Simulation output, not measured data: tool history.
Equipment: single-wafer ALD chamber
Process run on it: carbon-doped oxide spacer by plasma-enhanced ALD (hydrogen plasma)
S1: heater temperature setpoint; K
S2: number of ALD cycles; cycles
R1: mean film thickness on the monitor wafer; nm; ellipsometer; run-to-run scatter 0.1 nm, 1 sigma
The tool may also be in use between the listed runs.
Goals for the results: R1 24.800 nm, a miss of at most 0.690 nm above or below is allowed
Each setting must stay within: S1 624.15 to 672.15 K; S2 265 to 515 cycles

{"run": 1, "hour": 0.0, "S1": 648.15, "S2": 390, "R1": 20.281}
{"run": 2, "hour": 3.2, "S1": 648.15, "S2": 354, "R1": 18.338}
{"run": 3, "hour": 5.6, "S1": 648.15, "S2": 311, "R1": 16.137}
{"run": 4, "hour": 12.5, "S1": 648.15, "S2": 265, "R1": 13.709}
{"run": 5, "hour": 14.8, "S1": 648.15, "S2": 307, "R1": 15.798}
{"run": 6, "hour": 21.9, "S1": 648.15, "S2": 337, "R1": 17.37}
{"run": 7, "hour": 29.7, "S1": 648.15, "S2": 359, "R1": 18.517}
{"run": 8, "hour": 36.3, "S1": 648.15, "S2": 377, "R1": 19.527}
{"run": 9, "hour": 43.9, "S1": 648.15, "S2": 439, "R1": 22.786}
{"run": 10, "hour": 49.5, "S1": 648.15, "S2": 445, "R1": 22.904}

Below are 4 possible settings for the next run. Only one of them brings all results inside the allowed miss of their targets. Which is it?
{"run": "A", "hour": 55.1, "S1": 647.15, "S2": 453, "R1": "?"}
{"run": "B", "hour": 55.1, "S1": 638.15, "S2": 403, "R1": "?"}
{"run": "C", "hour": 55.1, "S1": 662.15, "S2": 478, "R1": "?"}
{"run": "D", "hour": 55.1, "S1": 649.15, "S2": 423, "R1": "?"}

move=A R1=23.479
move=B R1=20.888
move=C R1=24.775
move=D R1=21.924
A: closer than the last run, but not yet in spec
B: the biggest miss grows against the last run
C: all results in spec
D: the biggest miss grows against the last run
The move that meets every target is C.
